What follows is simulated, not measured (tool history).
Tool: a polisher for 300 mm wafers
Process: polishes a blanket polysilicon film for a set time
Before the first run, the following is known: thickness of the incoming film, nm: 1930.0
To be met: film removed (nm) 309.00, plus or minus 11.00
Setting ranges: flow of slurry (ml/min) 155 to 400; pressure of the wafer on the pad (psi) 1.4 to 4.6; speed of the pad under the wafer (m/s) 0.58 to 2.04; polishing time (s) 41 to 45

| run | day | flow of slurry (ml/min) | pressure of the wafer on the pad (psi) | speed of the pad under the wafer (m/s) | polishing time (s) | film removed (nm) |
|---|---|---|---|---|---|---|
| 1 | 0.000 | 255 | 3.0 | 1.30 | 45 | 566.27 |
| 2 | 0.358 | 255 | 2.8 | 1.28 | 45 | 522.66 |
| 3 | 0.708 | 255 | 3.1 | 1.28 | 45 | 579.93 |
| 4 | 0.804 | 255 | 2.9 | 1.28 | 45 | 544.19 |
| 5 | 0.988 | 255 | 2.7 | 1.26 | 45 | 506.46 |
| 6 | 1.283 | 255 | 2.7 | 1.52 | 45 | 598.20 |
| 7 | 1.388 | 255 | 2.5 | 1.48 | 45 | 545.21 |
| 8 | 1.662 | 255 | 2.4 | 1.44 | 45 | 507.82 |
| 9 | 2.012 | 255 | 2.3 | 1.42 | 45 | 470.17 |
| 10 | 2.104 | 255 | 2.2 | 1.42 | 45 | 458.24 |
| 11 | 2.342 | 255 | 2.1 | 1.40 | 45 | 434.69 |
| 12 | 2.638 | 255 | 2.0 | 1.38 | 45 | 406.01 |
| 13 | 2.821 | 255 | 2.0 | 1.38 | 45 | 405.92 |
| 14 | 3.158 | 250 | 1.4 | 1.28 | 45 | 270.75 |
| 15 | 3.517 | 255 | 1.4 | 1.28 | 45 | 265.94 |
| 16 | 3.862 | 255 | 1.9 | 1.30 | 45 | 369.90 |
| 17 | 3.983 | 255 | 1.9 | 1.30 | 45 | 365.93 |
| 18 | 4.225 | 250 | 1.9 | 1.30 | 45 | 367.05 |

Which one of the following 4 next-run settings gets every result inside its allowed miss? There is exactly one.
| A | 4.467 | 245 | 1.9 | 1.28 | 43 | ? |
| B | 4.467 | 220 | 2.0 | 1.24 | 41 | ? |
| C | 4.467 | 245 | 1.5 | 1.40 | 44 | ? |
| D | 4.467 | 240 | 1.8 | 1.34 | 41 | ? |

| move | film removed (nm) |
|---|---|
| A | 346.85 |
| B | 333.07 |
| C | 309.46 |
| D | 327.72 |
A: an improvement on the last run, though not all results are within tolerance
B: an improvement on the last run, though not all results are within tolerance
C: all results in spec
D: an improvement on the last run, though not all results are within tolerance
Answer: C

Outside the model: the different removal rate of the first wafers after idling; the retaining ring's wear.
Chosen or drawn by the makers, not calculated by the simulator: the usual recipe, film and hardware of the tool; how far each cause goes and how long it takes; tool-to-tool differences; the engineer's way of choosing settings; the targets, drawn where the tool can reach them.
